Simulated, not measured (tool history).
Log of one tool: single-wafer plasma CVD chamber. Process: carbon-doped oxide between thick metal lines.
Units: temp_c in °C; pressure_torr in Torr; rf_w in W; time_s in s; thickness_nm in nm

run	hour	temp_c	pressure_torr	rf_w	time_s	thickness_nm
1	0	330	4.9	560	147	878.28
2	8.2	325	4.9	560	147	883.2
3	17	326	4.7	545	147	859.5
4	25.6	317	4.7	545	147	892.26
5	33.1	320	4.5	540	147	868.2
6	38.3	320	3.87	540	147	841.57
7	43.7	322	3.75	540	147	851.23
8	52.7	324	3.64	530	147	820.56
9	56.6	326	3.54	530	147	817.6
10	57.4	327	3.45	525	147	809.95
11	60	328	3.37	520	147	802.69
12	64.2	329	3.31	515	147	795.47
# hour 70.2: thermocouple changed; heater temperature recalibrated
13	70.2	330	3.26	510	147	790.64
14	75	331	3.21	505	147	782.25

Run 15 comes next. What will it give?
15	81.6	331	3.17	505	147	?

{"run 15": {"thickness_nm": 786.38}}

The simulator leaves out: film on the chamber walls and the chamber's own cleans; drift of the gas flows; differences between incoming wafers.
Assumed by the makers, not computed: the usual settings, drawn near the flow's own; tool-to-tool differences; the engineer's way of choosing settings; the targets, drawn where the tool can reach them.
